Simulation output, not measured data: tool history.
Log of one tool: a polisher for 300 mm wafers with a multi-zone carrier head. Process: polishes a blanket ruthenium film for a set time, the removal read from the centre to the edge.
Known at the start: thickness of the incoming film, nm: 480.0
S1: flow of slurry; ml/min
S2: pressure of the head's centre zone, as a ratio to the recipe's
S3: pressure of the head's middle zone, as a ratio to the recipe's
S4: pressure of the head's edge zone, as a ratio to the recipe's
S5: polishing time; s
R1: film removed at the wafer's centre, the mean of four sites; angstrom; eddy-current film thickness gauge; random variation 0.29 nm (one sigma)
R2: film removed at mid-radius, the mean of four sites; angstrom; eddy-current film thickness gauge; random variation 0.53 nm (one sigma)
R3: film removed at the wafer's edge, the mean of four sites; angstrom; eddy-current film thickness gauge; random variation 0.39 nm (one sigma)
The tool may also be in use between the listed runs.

{"run": 1, "day": 0.0, "S1": 155, "S2": 1.0, "S3": 1.0, "S4": 1.0, "S5": 59, "R1": 410.58, "R2": 407.41, "R3": 418.55}
{"run": 2, "day": 0.308, "S1": 155, "S2": 1.0, "S3": 1.06, "S4": 1.0, "S5": 59, "R1": 410.24, "R2": 432.28, "R3": 416.74}
{"run": 3, "day": 0.354, "S1": 155, "S2": 1.0, "S3": 0.98, "S4": 1.0, "S5": 59, "R1": 411.07, "R2": 396.89, "R3": 415.42}
{"run": 4, "day": 0.538, "S1": 185, "S2": 1.0, "S3": 0.98, "S4": 1.0, "S5": 59, "R1": 426.56, "R2": 424.98, "R3": 418.26}
{"run": 5, "day": 0.592, "S1": 190, "S2": 1.01, "S3": 1.0, "S4": 1.03, "S5": 60, "R1": 435.33, "R2": 441.82, "R3": 446.36}
{"run": 6, "day": 0.9, "S1": 190, "S2": 1.01, "S3": 0.95, "S4": 1.03, "S5": 60, "R1": 438.5, "R2": 422.84, "R3": 436.44}

The next listed run, before its measurement:
{"run": 7, "day": 1.196, "S1": 200, "S2": 1.02, "S3": 0.97, "S4": 1.03, "S5": 60, "R1": "?", "R2": "?", "R3": "?"}

Run 7 gave R1 443.11 angstrom, R2 430.59 angstrom, R3 445.71 angstrom.
